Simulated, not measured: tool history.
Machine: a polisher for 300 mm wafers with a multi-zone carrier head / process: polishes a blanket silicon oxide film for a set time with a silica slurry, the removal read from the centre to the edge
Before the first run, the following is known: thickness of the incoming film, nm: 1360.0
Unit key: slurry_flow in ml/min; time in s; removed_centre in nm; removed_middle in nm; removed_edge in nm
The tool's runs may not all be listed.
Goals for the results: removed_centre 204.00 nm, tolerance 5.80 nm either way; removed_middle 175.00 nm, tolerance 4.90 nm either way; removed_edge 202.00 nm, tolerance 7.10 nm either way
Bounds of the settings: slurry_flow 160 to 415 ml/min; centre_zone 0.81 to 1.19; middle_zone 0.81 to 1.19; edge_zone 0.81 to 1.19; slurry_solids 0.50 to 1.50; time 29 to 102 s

run 1 hour=0.0 | slurry_flow=265 centre_zone=1.00 middle_zone=1.00 edge_zone=1.00 slurry_solids=1.00 time=65 | removed_centre=150.53 removed_middle=141.20 removed_edge=143.52
run 2 hour=3.0 | slurry_flow=265 centre_zone=1.04 middle_zone=1.00 edge_zone=1.00 slurry_solids=1.00 time=65 | removed_centre=155.08 removed_middle=143.98 removed_edge=143.47
run 3 hour=4.8 | slurry_flow=265 centre_zone=0.96 middle_zone=1.00 edge_zone=1.00 slurry_solids=1.00 time=65 | removed_centre=144.24 removed_middle=143.69 removed_edge=145.13
run 4 hour=10.0 | slurry_flow=270 centre_zone=0.97 middle_zone=0.99 edge_zone=1.02 slurry_solids=1.05 time=65 | removed_centre=149.24 removed_middle=144.55 removed_edge=147.22
run 5 hour=17.7 | slurry_flow=270 centre_zone=0.97 middle_zone=0.99 edge_zone=1.02 slurry_solids=1.05 time=75 | removed_centre=172.24 removed_middle=165.82 removed_edge=167.62
run 6 hour=24.8 | slurry_flow=270 centre_zone=0.97 middle_zone=0.99 edge_zone=1.06 slurry_solids=1.05 time=75 | removed_centre=171.64 removed_middle=165.93 removed_edge=171.14
run 7 hour=32.1 | slurry_flow=270 centre_zone=0.98 middle_zone=0.98 edge_zone=1.08 slurry_solids=1.10 time=75 | removed_centre=174.22 removed_middle=167.82 removed_edge=178.49
run 8 hour=37.9 | slurry_flow=275 centre_zone=1.00 middle_zone=0.98 edge_zone=1.09 slurry_solids=1.10 time=75 | removed_centre=178.67 removed_middle=170.62 removed_edge=178.42
run 9 hour=40.1 | slurry_flow=280 centre_zone=1.01 middle_zone=0.97 edge_zone=1.10 slurry_solids=1.10 time=75 | removed_centre=181.89 removed_middle=167.25 removed_edge=181.13
run 10 hour=46.4 | slurry_flow=290 centre_zone=1.02 middle_zone=0.97 edge_zone=1.11 slurry_solids=1.10 time=75 | removed_centre=182.69 removed_middle=168.72 removed_edge=180.73
run 11 hour=48.2 | slurry_flow=285 centre_zone=1.06 middle_zone=0.90 edge_zone=1.19 slurry_solids=1.30 time=75 | removed_centre=200.90 removed_middle=168.61 removed_edge=196.62
run 12 hour=55.0 | slurry_flow=285 centre_zone=1.06 middle_zone=0.90 edge_zone=1.19 slurry_solids=1.30 time=75 | removed_centre=203.68 removed_middle=168.34 removed_edge=195.16
run 13 hour=62.1 | slurry_flow=295 centre_zone=1.04 middle_zone=0.90 edge_zone=1.19 slurry_solids=1.35 time=75 | removed_centre=205.50 removed_middle=170.03 removed_edge=196.91
run 14 hour=68.6 | slurry_flow=295 centre_zone=1.04 middle_zone=0.90 edge_zone=1.19 slurry_solids=1.35 time=75 | removed_centre=202.41 removed_middle=167.85 removed_edge=198.94

4 candidate next runs follow, results not yet known. Just one meets every target within its allowed miss. Identify it.
run A hour=75.1 | slurry_flow=310 centre_zone=1.11 middle_zone=0.98 edge_zone=1.16 slurry_solids=1.30 time=72 | removed_centre=? removed_middle=? removed_edge=?
run B hour=75.1 | slurry_flow=225 centre_zone=1.06 middle_zone=0.93 edge_zone=1.19 slurry_solids=1.45 time=75 | removed_centre=? removed_middle=? removed_edge=?
run C hour=75.1 | slurry_flow=365 centre_zone=1.17 middle_zone=0.88 edge_zone=1.09 slurry_solids=1.50 time=69 | removed_centre=? removed_middle=? removed_edge=?
run D hour=75.1 | slurry_flow=295 centre_zone=1.19 middle_zone=0.89 edge_zone=1.13 slurry_solids=1.50 time=69 | removed_centre=? removed_middle=? removed_edge=?

move=A removed_centre=201.62 removed_middle=176.04 removed_edge=187.73
move=B removed_centre=202.00 removed_middle=176.88 removed_edge=200.85
move=C removed_centre=216.01 removed_middle=163.97 removed_edge=185.94
move=D removed_centre=215.42 removed_middle=162.68 removed_edge=186.35
A: the furthest-off result lands on target, but another misses its tolerance
B: all results land within tolerance of their targets
C: its largest miss is bigger than the last run's
D: its largest miss is bigger than the last run's
B meets every target.

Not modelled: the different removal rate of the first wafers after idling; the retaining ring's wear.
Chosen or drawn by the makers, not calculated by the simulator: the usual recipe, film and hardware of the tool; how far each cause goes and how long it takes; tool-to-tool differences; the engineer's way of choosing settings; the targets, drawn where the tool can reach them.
